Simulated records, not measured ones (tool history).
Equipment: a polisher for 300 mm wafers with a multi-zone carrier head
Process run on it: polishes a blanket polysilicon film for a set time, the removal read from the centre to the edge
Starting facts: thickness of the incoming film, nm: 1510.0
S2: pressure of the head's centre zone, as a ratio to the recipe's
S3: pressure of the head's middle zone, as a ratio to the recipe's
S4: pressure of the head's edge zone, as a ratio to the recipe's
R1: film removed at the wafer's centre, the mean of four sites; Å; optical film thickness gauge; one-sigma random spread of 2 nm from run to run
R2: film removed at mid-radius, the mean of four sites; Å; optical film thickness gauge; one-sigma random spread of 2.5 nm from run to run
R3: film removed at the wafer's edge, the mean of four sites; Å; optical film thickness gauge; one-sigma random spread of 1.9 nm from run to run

Run 1, hour 0.0: flow of slurry (ml/min) 140, S2 1.00, S3 1.00, S4 1.00, polishing time (s) 37. Result: R1 3062.6 Å, R2 3069.9 Å, R3 3157.7 Å.
Run 2, hour 4.3: flow of slurry (ml/min) 140, S2 1.00, S3 1.04, S4 1.00, polishing time (s) 37. Result: R1 3104.0 Å, R2 3203.3 Å, R3 3171.5 Å.
Run 3, hour 11.4: flow of slurry (ml/min) 140, S2 1.00, S3 1.04, S4 1.00, polishing time (s) 33. Result: R1 2676.1 Å, R2 2905.3 Å, R3 2827.2 Å.
Run 4, hour 12.1: flow of slurry (ml/min) 140, S2 1.00, S3 1.07, S4 1.00, polishing time (s) 33. Result: R1 2751.5 Å, R2 2931.7 Å, R3 2794.8 Å.
Run 5, hour 14.9: flow of slurry (ml/min) 140, S2 1.00, S3 1.07, S4 0.95, polishing time (s) 33. Result: R1 2701.7 Å, R2 2968.3 Å, R3 2746.9 Å.
Run 6, hour 17.5: flow of slurry (ml/min) 155, S2 1.00, S3 1.07, S4 0.95, polishing time (s) 33. Result: R1 2771.5 Å, R2 3073.0 Å, R3 2776.1 Å.
Run 7, hour 18.7: flow of slurry (ml/min) 140, S2 0.94, S3 1.03, S4 0.94, polishing time (s) 31. Result: R1 2420.2 Å, R2 2719.1 Å, R3 2542.2 Å.
Run 8, hour 20.0: flow of slurry (ml/min) 125, S2 0.90, S3 1.04, S4 1.00, polishing time (s) 29. Result: R1 2129.6 Å, R2 2437.7 Å, R3 2400.4 Å.
Run 9, hour 25.0: flow of slurry (ml/min) 115, S2 0.87, S3 1.07, S4 1.04, polishing time (s) 29. Result: R1 1986.7 Å, R2 2448.7 Å, R3 2420.0 Å.
Run 10, hour 27.5: flow of slurry (ml/min) 105, S2 0.85, S3 1.06, S4 1.04, polishing time (s) 29. Result: R1 1858.4 Å, R2 2346.9 Å, R3 2400.3 Å.

Run 11 has not been measured yet. What should we expect?
Run 11, hour 36.5: flow of slurry (ml/min) 100, S2 0.85, S3 1.05, S4 1.03, polishing time (s) 29. Result: R1 ?, R2 ?, R3 ?.

Run 11 produced R1 1904.5 Å, R2 2344.3 Å, R3 2330.4 Å.

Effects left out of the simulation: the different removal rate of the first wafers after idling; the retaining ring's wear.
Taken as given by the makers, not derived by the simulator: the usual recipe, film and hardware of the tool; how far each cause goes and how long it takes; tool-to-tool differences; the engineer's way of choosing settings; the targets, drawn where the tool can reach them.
